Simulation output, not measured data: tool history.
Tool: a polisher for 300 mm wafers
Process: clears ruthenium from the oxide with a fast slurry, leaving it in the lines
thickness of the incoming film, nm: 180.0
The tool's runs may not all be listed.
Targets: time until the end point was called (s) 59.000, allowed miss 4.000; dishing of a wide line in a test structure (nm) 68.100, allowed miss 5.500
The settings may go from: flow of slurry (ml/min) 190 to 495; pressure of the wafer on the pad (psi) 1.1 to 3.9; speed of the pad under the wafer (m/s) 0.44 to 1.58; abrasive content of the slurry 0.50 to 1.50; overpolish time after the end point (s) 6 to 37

| run | hour | flow of slurry (ml/min) | pressure of the wafer on the pad (psi) | speed of the pad under the wafer (m/s) | abrasive content of the slurry | overpolish time after the end point (s) | time until the end point was called (s) | dishing of a wide line in a test structure (nm) |
|---|---|---|---|---|---|---|---|---|
| 1 | 0.0 | 320 | 2.5 | 1.00 | 1.00 | 19 | 56.124 | 45.017 |
| 2 | 4.7 | 320 | 2.5 | 1.08 | 1.00 | 19 | 56.206 | 45.950 |
| 3 | 7.4 | 320 | 2.5 | 1.08 | 1.15 | 19 | 50.706 | 47.806 |
| 4 | 13.3 | 320 | 2.8 | 1.08 | 1.15 | 19 | 45.853 | 53.548 |
| 5 | 19.5 | 320 | 2.7 | 1.08 | 1.15 | 20 | 49.567 | 55.107 |
| 6 | 26.9 | 320 | 2.7 | 1.30 | 1.15 | 20 | 43.073 | 59.676 |
| 7 | 35.7 | 320 | 2.6 | 1.30 | 1.15 | 21 | 43.968 | 58.065 |
| 8 | 37.4 | 320 | 2.6 | 1.28 | 1.15 | 22 | 43.690 | 61.671 |
| 9 | 38.8 | 320 | 2.6 | 1.28 | 1.15 | 22 | 45.052 | 63.327 |
| 10 | 42.1 | 320 | 2.5 | 1.28 | 1.15 | 23 | 45.257 | 61.151 |
| 11 | 51.1 | 320 | 2.4 | 1.26 | 1.15 | 24 | 46.161 | 61.085 |
| 12 | 55.9 | 320 | 2.4 | 1.24 | 1.15 | 25 | 48.962 | 62.426 |

5 next moves are on the table. One of them brings every result within its allowed miss. Which?
| A | 60.7 | 365 | 2.1 | 1.30 | 1.35 | 32 | ? | ? |
| B | 60.7 | 315 | 2.5 | 1.08 | 1.15 | 23 | ? | ? |
| C | 60.7 | 355 | 2.4 | 1.24 | 1.25 | 27 | ? | ? |
| D | 60.7 | 295 | 2.2 | 1.16 | 1.05 | 32 | ? | ? |
| E | 60.7 | 340 | 3.5 | 1.30 | 0.95 | 21 | ? | ? |

| move | time until the end point was called (s) | dishing of a wide line in a test structure (nm) |
|---|---|---|
| A | 47.691 | 75.817 |
| B | 50.935 | 57.021 |
| C | 45.670 | 69.516 |
| D | 57.809 | 66.339 |
| E | 37.620 | 66.740 |
A: further off than the last run
B: nearer than the last run, and not there yet
C: further off than the last run
D: meets every target
E: further off than the last run
Answer: D
